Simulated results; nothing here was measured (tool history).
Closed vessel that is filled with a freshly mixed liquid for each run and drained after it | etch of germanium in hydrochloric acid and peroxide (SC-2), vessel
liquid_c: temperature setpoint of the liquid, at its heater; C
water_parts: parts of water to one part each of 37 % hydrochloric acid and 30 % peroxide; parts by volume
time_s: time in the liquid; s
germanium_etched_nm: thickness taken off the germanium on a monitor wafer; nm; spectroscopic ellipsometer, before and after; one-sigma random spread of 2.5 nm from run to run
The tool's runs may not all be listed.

run	hour	liquid_c	water_parts	time_s	germanium_etched_nm
1	0	60	10.5	100	337.07
2	0.8	58	10.5	100	317.07
3	9.6	58	10.5	100	313.88
4	15.1	56.5	10.5	100	306.03
5	17.3	56.5	7.5	100	311.3
6	24	55	7.5	100	299.21

The next listed run, before its measurement:
7	26.8	54	7.5	100	?

{"run 7": {"germanium_etched_nm": 288.55}}
